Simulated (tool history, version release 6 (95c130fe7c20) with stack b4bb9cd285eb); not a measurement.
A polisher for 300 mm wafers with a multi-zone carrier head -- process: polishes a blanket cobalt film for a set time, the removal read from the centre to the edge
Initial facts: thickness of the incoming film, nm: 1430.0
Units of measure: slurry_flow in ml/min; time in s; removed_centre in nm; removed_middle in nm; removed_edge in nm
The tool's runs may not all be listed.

| run | hour | slurry_flow | centre_zone | middle_zone | edge_zone | time | removed_centre | removed_middle | removed_edge |
|---|---|---|---|---|---|---|---|---|---|
| 1 | 0.0 | 140 | 1.00 | 1.00 | 1.00 | 50 | 137.080 | 149.180 | 144.560 |
| 2 | 5.3 | 125 | 1.00 | 1.00 | 1.00 | 50 | 131.280 | 143.020 | 143.100 |
| 3 | 12.6 | 90 | 1.00 | 1.00 | 1.00 | 50 | 118.610 | 129.330 | 133.080 |
| 4 | 13.8 | 90 | 1.02 | 0.98 | 0.97 | 45 | 109.000 | 114.550 | 118.660 |
|  | 16.5 | centre zone pressure recalibrated |
| 5 | 16.5 | 90 | 1.04 | 0.97 | 0.95 | 41 | 109.410 | 101.980 | 105.410 |
| 6 | 17.5 | 90 | 1.03 | 0.96 | 0.93 | 38 | 99.363 | 95.359 | 98.123 |
| 7 | 18.7 | 90 | 1.03 | 0.96 | 0.93 | 38 | 99.864 | 94.499 | 95.990 |
| 8 | 21.0 | 90 | 1.02 | 0.94 | 0.91 | 36 | 93.129 | 89.022 | 91.099 |

For run 9, what comes out?
| 9 | 28.0 | 90 | 1.02 | 0.93 | 0.90 | 35 | ? | ? | ? |

Run 9 came out at removed_centre 92.170 nm, removed_middle 84.433 nm, removed_edge 88.434 nm.

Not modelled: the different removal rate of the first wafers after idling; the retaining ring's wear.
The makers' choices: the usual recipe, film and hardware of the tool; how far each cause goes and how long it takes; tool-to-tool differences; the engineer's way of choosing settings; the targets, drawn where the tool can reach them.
